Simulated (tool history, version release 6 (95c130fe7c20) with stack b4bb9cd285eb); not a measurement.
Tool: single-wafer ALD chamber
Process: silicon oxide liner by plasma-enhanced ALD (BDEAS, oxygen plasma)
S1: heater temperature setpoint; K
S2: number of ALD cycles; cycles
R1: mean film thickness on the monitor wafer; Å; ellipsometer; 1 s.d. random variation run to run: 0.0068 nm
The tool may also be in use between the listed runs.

{"run": 1, "hour": 0.0, "S1": 593.15, "S2": 33, "R1": 27.181}
{"run": 2, "hour": 4.4, "S1": 585.15, "S2": 33, "R1": 27.405}
{"run": 3, "hour": 6.4, "S1": 591.15, "S2": 33, "R1": 27.214}
{"run": 4, "hour": 13.7, "S1": 591.15, "S2": 29, "R1": 23.966}
{"run": 5, "hour": 22.3, "S1": 583.15, "S2": 29, "R1": 24.268}
{"run": 6, "hour": 25.5, "S1": 582.15, "S2": 31, "R1": 25.927}
{"run": 7, "hour": 29.8, "S1": 581.15, "S2": 32, "R1": 26.88}
{"run": 8, "hour": 31.0, "S1": 580.15, "S2": 33, "R1": 27.778}
{"run": 9, "hour": 39.7, "S1": 579.15, "S2": 34, "R1": 28.57}
{"run": 10, "hour": 45.6, "S1": 579.15, "S2": 35, "R1": 29.391}
{"run": 11, "hour": 51.3, "S1": 579.15, "S2": 36, "R1": 30.184}

For run 12, what comes out?
{"run": 12, "hour": 56.5, "S1": 579.15, "S2": 36, "R1": "?"}

R1: 30.142 Å
